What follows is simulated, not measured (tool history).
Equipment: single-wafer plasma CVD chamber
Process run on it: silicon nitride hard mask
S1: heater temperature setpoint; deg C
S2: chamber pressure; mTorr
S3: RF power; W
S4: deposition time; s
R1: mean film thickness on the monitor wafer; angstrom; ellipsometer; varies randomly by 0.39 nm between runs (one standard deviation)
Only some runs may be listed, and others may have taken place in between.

run 1 hour=0 | S1=420 S2=1960 S3=360 S4=75.7 | R1=990.3
run 2 hour=7.2 | S1=420 S2=1780 S3=325 S4=75.7 | R1=893.97
run 3 hour=15.1 | S1=412 S2=1780 S3=325 S4=75.7 | R1=902.67
run 4 hour=23.1 | S1=412 S2=1780 S3=350 S4=75.7 | R1=947.65
run 5 hour=28.6 | S1=412 S2=1630 S3=325 S4=75.7 | R1=884.12
run 6 hour=29.1 | S1=412 S2=1520 S3=305 S4=75.7 | R1=817.86
run 7 hour=30 | S1=412 S2=1430 S3=300 S4=75.7 | R1=799.84
run 8 hour=33.8 | S1=412 S2=1210 S3=270 S4=75.7 | R1=700.33
run 9 hour=41 | S1=412 S2=1270 S3=270 S4=75.7 | R1=709.03

What will run 10 give?
run 10 hour=45.6 | S1=412 S2=1270 S3=270 S4=75.7 | R1=?

Run 10 produced R1 712.07 angstrom.
